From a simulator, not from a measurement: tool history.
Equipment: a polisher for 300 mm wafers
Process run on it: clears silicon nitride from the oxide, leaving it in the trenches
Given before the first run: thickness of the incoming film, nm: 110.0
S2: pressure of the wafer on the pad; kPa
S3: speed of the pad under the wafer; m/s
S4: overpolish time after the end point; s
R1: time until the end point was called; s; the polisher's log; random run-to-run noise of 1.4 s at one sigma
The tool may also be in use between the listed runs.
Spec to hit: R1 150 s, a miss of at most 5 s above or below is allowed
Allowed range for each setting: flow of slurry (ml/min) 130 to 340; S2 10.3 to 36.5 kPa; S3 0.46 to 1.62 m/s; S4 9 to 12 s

{"run": 1, "day": 0.0, "flow of slurry (ml/min)": 220, "S2": 23.4, "S3": 1.04, "S4": 12, "R1": 87.338}
{"run": 2, "day": 0.317, "flow of slurry (ml/min)": 220, "S2": 20, "S3": 1.04, "S4": 12, "R1": 97.993}
{"run": 3, "day": 0.633, "flow of slurry (ml/min)": 245, "S2": 20, "S3": 1.04, "S4": 12, "R1": 98.363}
{"run": 4, "day": 0.725, "flow of slurry (ml/min)": 245, "S2": 20, "S3": 0.82, "S4": 12, "R1": 114.85}
{"run": 5, "day": 0.912, "flow of slurry (ml/min)": 245, "S2": 17.9, "S3": 0.82, "S4": 12, "R1": 122.32}
{"run": 6, "day": 1.283, "flow of slurry (ml/min)": 295, "S2": 17.9, "S3": 0.82, "S4": 12, "R1": 121.15}
{"run": 7, "day": 1.354, "flow of slurry (ml/min)": 295, "S2": 16.5, "S3": 0.82, "S4": 12, "R1": 125.72}
{"run": 8, "day": 1.525, "flow of slurry (ml/min)": 290, "S2": 15.2, "S3": 0.82, "S4": 12, "R1": 134.65}
{"run": 9, "day": 1.812, "flow of slurry (ml/min)": 285, "S2": 14.5, "S3": 0.82, "S4": 12, "R1": 137.43}
{"run": 10, "day": 2.075, "flow of slurry (ml/min)": 285, "S2": 14.5, "S3": 0.82, "S4": 12, "R1": 137.31}
{"run": 11, "day": 2.233, "flow of slurry (ml/min)": 285, "S2": 13.8, "S3": 0.82, "S4": 12, "R1": 142.02}

Consider the 5 candidate settings below. Which is the only one whose results all fall within their allowed miss of target?
{"run": "A", "day": 2.392, "flow of slurry (ml/min)": 235, "S2": 18.6, "S3": 0.66, "S4": 9, "R1": "?"}
{"run": "B", "day": 2.392, "flow of slurry (ml/min)": 340, "S2": 17.2, "S3": 0.7, "S4": 12, "R1": "?"}
{"run": "C", "day": 2.392, "flow of slurry (ml/min)": 280, "S2": 11.7, "S3": 0.98, "S4": 9, "R1": "?"}
{"run": "D", "day": 2.392, "flow of slurry (ml/min)": 295, "S2": 14.5, "S3": 0.84, "S4": 9, "R1": "?"}
{"run": "E", "day": 2.392, "flow of slurry (ml/min)": 290, "S2": 11, "S3": 0.94, "S4": 12, "R1": "?"}

move=A R1=134
move=B R1=131.54
move=C R1=137.34
move=D R1=133.19
move=E R1=145.64
A: further off than the last run
B: further off than the last run
C: further off than the last run
D: further off than the last run
E: meets every target
Answer: E
